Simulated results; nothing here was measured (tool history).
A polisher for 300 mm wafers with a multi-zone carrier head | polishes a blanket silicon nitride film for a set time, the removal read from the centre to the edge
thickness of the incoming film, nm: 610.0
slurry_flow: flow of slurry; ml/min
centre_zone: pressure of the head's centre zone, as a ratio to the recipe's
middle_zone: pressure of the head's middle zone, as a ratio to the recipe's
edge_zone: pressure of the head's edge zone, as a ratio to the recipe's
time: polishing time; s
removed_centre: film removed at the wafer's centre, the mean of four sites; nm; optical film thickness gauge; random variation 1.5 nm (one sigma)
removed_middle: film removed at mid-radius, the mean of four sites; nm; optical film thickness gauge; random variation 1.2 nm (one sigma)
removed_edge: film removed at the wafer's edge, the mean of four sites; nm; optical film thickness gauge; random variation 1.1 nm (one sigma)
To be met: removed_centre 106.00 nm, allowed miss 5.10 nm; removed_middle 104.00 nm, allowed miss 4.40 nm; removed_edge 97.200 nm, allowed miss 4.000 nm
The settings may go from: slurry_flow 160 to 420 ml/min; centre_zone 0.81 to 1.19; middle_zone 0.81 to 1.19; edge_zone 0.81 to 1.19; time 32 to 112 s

{"run": 1, "day": 0.0, "slurry_flow": 270, "centre_zone": 1.0, "middle_zone": 1.0, "edge_zone": 1.0, "time": 72, "removed_centre": 114.88, "removed_middle": 114.75, "removed_edge": 113.66}
{"run": 2, "day": 0.133, "slurry_flow": 270, "centre_zone": 1.0, "middle_zone": 1.0, "edge_zone": 0.97, "time": 71, "removed_centre": 110.35, "removed_middle": 110.84, "removed_edge": 111.01}
{"run": 3, "day": 0.279, "slurry_flow": 270, "centre_zone": 1.02, "middle_zone": 1.02, "edge_zone": 0.95, "time": 69, "removed_centre": 114.46, "removed_middle": 108.19, "removed_edge": 108.45}
{"run": 4, "day": 0.562, "slurry_flow": 270, "centre_zone": 1.02, "middle_zone": 1.06, "edge_zone": 0.95, "time": 69, "removed_centre": 113.99, "removed_middle": 112.71, "removed_edge": 107.96}
{"run": 5, "day": 0.838, "slurry_flow": 270, "centre_zone": 1.02, "middle_zone": 1.07, "edge_zone": 0.93, "time": 68, "removed_centre": 113.86, "removed_middle": 109.93, "removed_edge": 101.46}
{"run": 6, "day": 0.958, "slurry_flow": 265, "centre_zone": 1.01, "middle_zone": 1.06, "edge_zone": 0.92, "time": 68, "removed_centre": 109.67, "removed_middle": 112.61, "removed_edge": 104.67}
{"run": 7, "day": 1.167, "slurry_flow": 265, "centre_zone": 1.02, "middle_zone": 1.06, "edge_zone": 0.92, "time": 67, "removed_centre": 111.42, "removed_middle": 110.26, "removed_edge": 103.39}
{"run": 8, "day": 1.362, "slurry_flow": 265, "centre_zone": 1.02, "middle_zone": 1.06, "edge_zone": 0.92, "time": 66, "removed_centre": 109.15, "removed_middle": 107.0, "removed_edge": 98.761}

Which of these 4 next moves meets every target?
{"run": "A", "day": 1.558, "slurry_flow": 270, "centre_zone": 1.0, "middle_zone": 1.06, "edge_zone": 0.86, "time": 69, "removed_centre": "?", "removed_middle": "?", "removed_edge": "?"}
{"run": "B", "day": 1.558, "slurry_flow": 225, "centre_zone": 1.12, "middle_zone": 1.04, "edge_zone": 0.83, "time": 68, "removed_centre": "?", "removed_middle": "?", "removed_edge": "?"}
{"run": "C", "day": 1.558, "slurry_flow": 280, "centre_zone": 1.18, "middle_zone": 1.17, "edge_zone": 0.81, "time": 61, "removed_centre": "?", "removed_middle": "?", "removed_edge": "?"}
{"run": "D", "day": 1.558, "slurry_flow": 295, "centre_zone": 1.03, "middle_zone": 1.02, "edge_zone": 0.9, "time": 64, "removed_centre": "?", "removed_middle": "?", "removed_edge": "?"}

move=A removed_centre=109.88 removed_middle=112.03 removed_edge=101.780
move=B removed_centre=118.16 removed_middle=105.99 removed_edge=96.985
move=C removed_centre=115.39 removed_middle=108.16 removed_edge=87.777
move=D removed_centre=106.13 removed_middle=101.56 removed_edge=97.157
A: further off than the last run
B: brings the result that was furthest off to its target, and leaves another outside
C: brings the result that was furthest off to its target, and leaves another outside
D: meets every target
Move D is the one to make.
